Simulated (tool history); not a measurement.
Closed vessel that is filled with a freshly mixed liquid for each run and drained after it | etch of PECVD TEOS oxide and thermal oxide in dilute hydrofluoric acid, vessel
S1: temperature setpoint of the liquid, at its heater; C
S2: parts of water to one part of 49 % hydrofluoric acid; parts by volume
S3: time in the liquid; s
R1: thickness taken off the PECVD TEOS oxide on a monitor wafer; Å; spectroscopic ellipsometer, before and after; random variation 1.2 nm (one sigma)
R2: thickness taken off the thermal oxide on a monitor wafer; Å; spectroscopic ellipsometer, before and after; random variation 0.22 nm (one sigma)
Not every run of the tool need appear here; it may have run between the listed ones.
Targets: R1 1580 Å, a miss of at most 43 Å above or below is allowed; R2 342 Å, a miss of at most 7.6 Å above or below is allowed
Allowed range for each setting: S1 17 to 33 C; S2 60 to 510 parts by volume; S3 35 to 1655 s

Run 1, day 0: S1 25 C, S2 285 parts by volume, S3 845 s. Result: R1 474.17 Å, R2 102.86 Å.
Run 2, day 0.346: S1 27 C, S2 230 parts by volume, S3 845 s. Result: R1 656.52 Å, R2 143.81 Å.
Run 3, day 0.579: S1 30 C, S2 230 parts by volume, S3 845 s. Result: R1 737.46 Å, R2 159.99 Å.
Run 4, day 0.954: S1 31 C, S2 195 parts by volume, S3 845 s. Result: R1 940.76 Å, R2 205.18 Å.
Run 5, day 1.088: S1 33 C, S2 195 parts by volume, S3 845 s. Result: R1 990.46 Å, R2 218.97 Å.
Run 6, day 1.438: S1 33 C, S2 195 parts by volume, S3 1070 s. Result: R1 1292 Å, R2 274.47 Å.
Run 7, day 1.742: S1 33 C, S2 185 parts by volume, S3 1065 s. Result: R1 1356.5 Å, R2 293.04 Å.
Run 8, day 1.842: S1 33 C, S2 175 parts by volume, S3 1065 s. Result: R1 1444 Å, R2 312.56 Å.
Run 9, day 2.212: S1 33 C, S2 170 parts by volume, S3 1065 s. Result: R1 1504.1 Å, R2 326.08 Å.

Pick the move, out of 4, that brings all results within their allowed miss; only one does.
Run A, day 2.583: S1 31.5 C, S2 130 parts by volume, S3 900 s. Result: R1 ?, R2 ?.
Run B, day 2.583: S1 33 C, S2 115 parts by volume, S3 730 s. Result: R1 ?, R2 ?.
Run C, day 2.583: S1 32.5 C, S2 70 parts by volume, S3 380 s. Result: R1 ?, R2 ?.
Run D, day 2.583: S1 33 C, S2 205 parts by volume, S3 1405 s. Result: R1 ?, R2 ?.

move      R1      R2
   A  1664.7  357.54
   B  1646.1  353.54
   C  1480.2  317.93
   D  1569.3  337.06
A: takes the result that was furthest off past its target
B: takes the result that was furthest off past its target
C: its largest miss is bigger than the last run's
D: each result inside its tolerance
Move D is the one to make.
